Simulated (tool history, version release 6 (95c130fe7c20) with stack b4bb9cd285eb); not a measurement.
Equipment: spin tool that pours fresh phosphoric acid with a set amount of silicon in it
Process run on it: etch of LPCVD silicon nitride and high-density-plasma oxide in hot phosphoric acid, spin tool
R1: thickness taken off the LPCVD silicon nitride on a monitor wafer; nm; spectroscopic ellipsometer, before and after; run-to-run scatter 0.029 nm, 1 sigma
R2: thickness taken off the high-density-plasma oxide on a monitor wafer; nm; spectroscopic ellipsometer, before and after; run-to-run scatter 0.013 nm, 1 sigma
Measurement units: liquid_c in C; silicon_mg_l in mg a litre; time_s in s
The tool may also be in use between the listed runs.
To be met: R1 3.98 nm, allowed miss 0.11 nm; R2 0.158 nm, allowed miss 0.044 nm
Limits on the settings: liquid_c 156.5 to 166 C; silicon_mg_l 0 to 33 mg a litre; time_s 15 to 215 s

run 1 day=0 | liquid_c=161 silicon_mg_l=14.5 time_s=110 | R1=9.5096 R2=0.37938
run 2 day=0.333 | liquid_c=160 silicon_mg_l=13.5 time_s=85 | R1=7.1597 R2=0.29728
run 3 day=0.621 | liquid_c=159 silicon_mg_l=14 time_s=70 | R1=5.6418 R2=0.23212
run 4 day=0.821 | liquid_c=158.5 silicon_mg_l=14.5 time_s=65 | R1=5.2316 R2=0.20265
run 5 day=1.054 | liquid_c=158 silicon_mg_l=14 time_s=60 | R1=4.707 R2=0.18479
run 6 day=1.4 | liquid_c=159 silicon_mg_l=14 time_s=60 | R1=4.8858 R2=0.18351
run 7 day=1.45 | liquid_c=156.5 silicon_mg_l=13 time_s=40 | R1=2.9961 R2=0.10244
run 8 day=1.679 | liquid_c=157 silicon_mg_l=13 time_s=40 | R1=3.0786 R2=0.10609
run 9 day=1.979 | liquid_c=157.5 silicon_mg_l=13 time_s=40 | R1=3.1051 R2=0.099816
run 10 day=2.017 | liquid_c=158.5 silicon_mg_l=13.5 time_s=40 | R1=3.192 R2=0.12071
run 11 day=2.367 | liquid_c=159.5 silicon_mg_l=17 time_s=40 | R1=3.3116 R2=0.1058
run 12 day=2.712 | liquid_c=160.5 silicon_mg_l=15.5 time_s=40 | R1=3.4311 R2=0.14762
run 13 day=2.829 | liquid_c=161 silicon_mg_l=16.5 time_s=40 | R1=3.4659 R2=0.15274

Which of these 4 next moves meets every target?
run A day=2.946 | liquid_c=163 silicon_mg_l=0 time_s=40 | R1=? R2=?
run B day=2.946 | liquid_c=161.5 silicon_mg_l=1.5 time_s=45 | R1=? R2=?
run C day=2.946 | liquid_c=162.5 silicon_mg_l=16 time_s=40 | R1=? R2=?
run D day=2.946 | liquid_c=158.5 silicon_mg_l=12 time_s=50 | R1=? R2=?

move=A R1=3.6923 R2=0.2532
move=B R1=3.9518 R2=0.24822
move=C R1=3.6316 R2=0.17309
move=D R1=3.97 R2=0.17749
A: moves toward the targets from the last run without getting all of them in spec
B: the furthest-off result lands on target, but another misses its tolerance
C: moves toward the targets from the last run without getting all of them in spec
D: hits every target within its allowed miss
Go with D: it meets all targets.

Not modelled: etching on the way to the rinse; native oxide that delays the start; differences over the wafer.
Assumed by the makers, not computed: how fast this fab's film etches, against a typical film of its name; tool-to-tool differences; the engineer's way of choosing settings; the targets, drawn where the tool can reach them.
